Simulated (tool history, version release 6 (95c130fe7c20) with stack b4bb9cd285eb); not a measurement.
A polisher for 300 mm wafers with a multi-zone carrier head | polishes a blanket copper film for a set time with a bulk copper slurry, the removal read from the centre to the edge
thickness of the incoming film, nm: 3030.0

run	hour	flow of slurry (ml/min)	pressure of the head's centre zone	pressure of the head's middle zone	pressure of the head's edge zone	abrasive content of the slurry	polishing time (s)	film removed at the wafer's centre (nm)	film removed at mid-radius (nm)	film removed at the wafer's edge (nm)
1	0	305	1	1	1	1	83	902.48	930.56	904.23
2	7.9	370	1	1	1	1	83	927.61	960.26	919.68
3	8.5	360	0.97	1	0.99	0.9	80	847.91	876.62	883.85
4	17.4	360	0.97	1	0.99	0.9	101	1062.4	1115.5	1102.8
5	25.3	350	0.94	1.03	0.96	0.85	95	941.13	1059.7	986.15
6	31	335	0.92	1.04	0.95	0.8	90	846.59	978.79	907.25
7	38.1	320	0.9	1.04	0.94	0.75	87	777.2	953.69	829.53
8	41.8	260	0.81	0.94	1.04	0.5	69	469.26	559.62	620.32

Run 9 comes next. What will it give?
9	44.9	280	0.82	0.96	1.04	0.5	69	?	?	?

{"run 9": {"film removed at the wafer's centre (nm)": 484.06, "film removed at mid-radius (nm)": 579.76, "film removed at the wafer's edge (nm)": 619.56}}
